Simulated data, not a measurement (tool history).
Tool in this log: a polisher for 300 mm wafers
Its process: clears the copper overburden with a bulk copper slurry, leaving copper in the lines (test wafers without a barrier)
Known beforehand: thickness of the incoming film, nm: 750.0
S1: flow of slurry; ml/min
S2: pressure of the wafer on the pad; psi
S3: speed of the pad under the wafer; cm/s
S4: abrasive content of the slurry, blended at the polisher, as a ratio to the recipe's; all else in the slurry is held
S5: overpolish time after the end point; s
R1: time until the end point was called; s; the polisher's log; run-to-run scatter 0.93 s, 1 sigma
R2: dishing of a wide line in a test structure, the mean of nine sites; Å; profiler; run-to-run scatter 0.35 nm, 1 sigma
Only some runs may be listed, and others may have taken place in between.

run    day   S1   S2   S3    S4  S5       R1      R2
  1  0.000  200  2.4  130  1.00  14   78.497  262.60
  2  0.175  195  2.1  132  1.00  12   87.880  253.19
  3  0.500  195  2.1  116  1.00  12   99.576  246.91
  4  0.833  195  2.0  116  1.10  10  103.060  235.10
  5  1.179  195  2.0  116  1.25  10   99.893  232.65
  6  1.408  200  1.9  116  1.30   9  102.180  218.18
  7  1.642  190  1.4  118  1.45   5  133.160  145.83
  8  1.929  245  1.7  116  1.25   8  113.060  204.94
  9  2.238  240  1.7  116  1.25   8  111.590  209.26
 10  2.500  235  1.7  116  1.25   8  112.580  202.96
 11  2.721  230  1.7  116  1.25   8  112.990  199.02

What will run 12 give?
 12  2.883  225  1.7  116  1.25   8   ?   ?

{"run 12": {"R1": 115.8, "R2": 207.05}}

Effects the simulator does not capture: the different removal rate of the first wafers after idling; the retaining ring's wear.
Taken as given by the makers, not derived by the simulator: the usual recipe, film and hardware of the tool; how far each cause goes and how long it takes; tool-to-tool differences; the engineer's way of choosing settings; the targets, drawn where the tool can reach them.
